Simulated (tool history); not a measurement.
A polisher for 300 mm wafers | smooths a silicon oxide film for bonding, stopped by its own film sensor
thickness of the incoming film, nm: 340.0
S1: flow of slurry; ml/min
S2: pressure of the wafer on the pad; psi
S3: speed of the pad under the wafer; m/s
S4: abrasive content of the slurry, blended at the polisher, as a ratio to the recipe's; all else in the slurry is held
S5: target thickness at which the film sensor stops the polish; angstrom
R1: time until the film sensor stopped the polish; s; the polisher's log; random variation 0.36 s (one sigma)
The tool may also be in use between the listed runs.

{"run": 1, "hour": 0.0, "S1": 125, "S2": 1.8, "S3": 0.82, "S4": 1.0, "S5": 3160, "R1": 49.857}
{"run": 2, "hour": 7.1, "S1": 125, "S2": 1.9, "S3": 0.82, "S4": 1.0, "S5": 3160, "R1": 46.321}
{"run": 3, "hour": 10.9, "S1": 125, "S2": 1.5, "S3": 0.82, "S4": 1.0, "S5": 3160, "R1": 57.02}
{"run": 4, "hour": 17.7, "S1": 125, "S2": 1.7, "S3": 0.82, "S4": 1.0, "S5": 3160, "R1": 52.194}
{"run": 5, "hour": 19.8, "S1": 125, "S2": 1.7, "S3": 0.82, "S4": 1.0, "S5": 3190, "R1": 45.583}
{"run": 6, "hour": 24.4, "S1": 125, "S2": 1.8, "S3": 0.82, "S4": 1.0, "S5": 3190, "R1": 43.425}

The next listed run, before its measurement:
{"run": 7, "hour": 25.7, "S1": 125, "S2": 1.9, "S3": 0.82, "S4": 1.0, "S5": 3190, "R1": "?"}

Run 7 gave R1 41.469 s.

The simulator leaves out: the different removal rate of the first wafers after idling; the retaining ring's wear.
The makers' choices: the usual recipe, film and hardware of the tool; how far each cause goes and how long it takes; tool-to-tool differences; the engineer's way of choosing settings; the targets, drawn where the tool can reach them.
